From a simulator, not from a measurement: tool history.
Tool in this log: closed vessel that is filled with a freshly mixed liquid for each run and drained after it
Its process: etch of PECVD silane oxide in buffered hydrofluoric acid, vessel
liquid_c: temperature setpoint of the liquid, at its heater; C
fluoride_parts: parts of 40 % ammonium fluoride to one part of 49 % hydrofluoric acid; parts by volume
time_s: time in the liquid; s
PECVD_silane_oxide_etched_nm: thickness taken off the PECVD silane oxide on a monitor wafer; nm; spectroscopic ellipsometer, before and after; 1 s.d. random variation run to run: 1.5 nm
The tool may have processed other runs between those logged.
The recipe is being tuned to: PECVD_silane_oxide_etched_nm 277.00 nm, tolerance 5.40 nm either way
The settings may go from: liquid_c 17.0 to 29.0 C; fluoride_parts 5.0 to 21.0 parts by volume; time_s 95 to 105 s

run    day  liquid_c  fluoride_parts  time_s  PECVD_silane_oxide_etched_nm
  1  0.000      21.0            13.0      95                        128.49
  2  0.271      24.5            13.0      95                        156.57
  3  0.308      24.5            10.5      95                        190.01
  4  0.358      25.5            10.0      95                        214.61
  5  0.588      25.5            11.5      95                        186.87
  6  0.688      23.5            11.5      95                        165.65
     0.896  -- thermometer replaced
  7  0.896      24.5            11.0      95                        208.87
  8  1.154      25.5            11.0      95                        221.43

4 next moves are on the table. One of them brings every result within its allowed miss. Which?
  A  1.412      27.0            11.5     100                             ?
  B  1.412      26.0            15.5      95                             ?
  C  1.412      28.5             9.5     105                             ?
  D  1.412      25.0             9.0     105                             ?

move  PECVD_silane_oxide_etched_nm
   A                        238.20
   B                        160.10
   C                        320.54
   D                        274.95
A: closer than the last run, but not yet in spec
B: the biggest miss grows against the last run
C: carries the result that was furthest off beyond its target, to the other side
D: every result within its allowed miss
Move D is the one to make.
